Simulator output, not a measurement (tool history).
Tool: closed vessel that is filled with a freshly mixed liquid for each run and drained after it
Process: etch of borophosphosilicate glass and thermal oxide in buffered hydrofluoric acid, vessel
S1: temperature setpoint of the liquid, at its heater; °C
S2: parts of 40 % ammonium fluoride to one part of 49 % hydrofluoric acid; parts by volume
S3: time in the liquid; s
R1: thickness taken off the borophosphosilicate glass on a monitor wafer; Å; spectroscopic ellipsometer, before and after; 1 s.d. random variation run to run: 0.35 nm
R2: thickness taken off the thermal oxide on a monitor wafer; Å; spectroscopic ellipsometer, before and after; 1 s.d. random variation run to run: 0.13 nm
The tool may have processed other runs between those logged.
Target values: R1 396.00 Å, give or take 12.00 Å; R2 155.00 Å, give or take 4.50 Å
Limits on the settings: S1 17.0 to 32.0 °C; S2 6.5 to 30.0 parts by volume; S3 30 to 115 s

| run | hour | S1 | S2 | S3 | R1 | R2 |
|---|---|---|---|---|---|---|
| 1 | 0.0 | 24.0 | 18.5 | 60 | 907.19 | 357.47 |
| 2 | 4.5 | 24.0 | 14.5 | 60 | 1150.70 | 446.95 |
| 3 | 8.1 | 22.5 | 14.5 | 60 | 1062.40 | 409.63 |
| 4 | 12.3 | 21.0 | 18.0 | 60 | 783.43 | 308.33 |
| 5 | 18.4 | 19.0 | 18.0 | 60 | 712.23 | 277.34 |
| 6 | 20.4 | 19.0 | 18.0 | 80 | 936.41 | 371.33 |
| 7 | 22.9 | 18.5 | 21.0 | 75 | 742.96 | 291.92 |
| 8 | 29.7 | 18.0 | 23.5 | 75 | 678.57 | 268.59 |
| 9 | 30.9 | 17.5 | 25.0 | 70 | 593.49 | 231.16 |
| 10 | 33.0 | 17.5 | 26.5 | 65 | 516.49 | 206.60 |
| 11 | 40.4 | 17.5 | 26.5 | 65 | 528.24 | 205.57 |
| 12 | 42.7 | 17.5 | 27.5 | 60 | 468.54 | 184.11 |
| 13 | 49.7 | 17.5 | 28.0 | 60 | 471.16 | 177.50 |
| 14 | 57.0 | 17.5 | 28.5 | 60 | 460.57 | 180.14 |
| 15 | 64.2 | 17.5 | 29.0 | 60 | 450.04 | 175.80 |
| 16 | 70.9 | 17.5 | 29.5 | 60 | 446.69 | 174.84 |

Which one of the following 4 next-run settings gets every result inside its allowed miss? There is exactly one.
| A | 77.6 | 17.0 | 30.0 | 55 | ? | ? |
| B | 77.6 | 17.5 | 26.5 | 65 | ? | ? |
| C | 77.6 | 19.5 | 18.5 | 45 | ? | ? |
| D | 77.6 | 19.0 | 28.5 | 45 | ? | ? |

| move | R1 | R2 |
|---|---|---|
| A | 389.22 | 154.70 |
| B | 515.87 | 205.05 |
| C | 524.84 | 208.65 |
| D | 369.45 | 147.02 |
A: all results land within tolerance of their targets
B: its largest miss is bigger than the last run's
C: its largest miss is bigger than the last run's
D: takes the result that was furthest off past its target
Correct choice: A, which meets every target
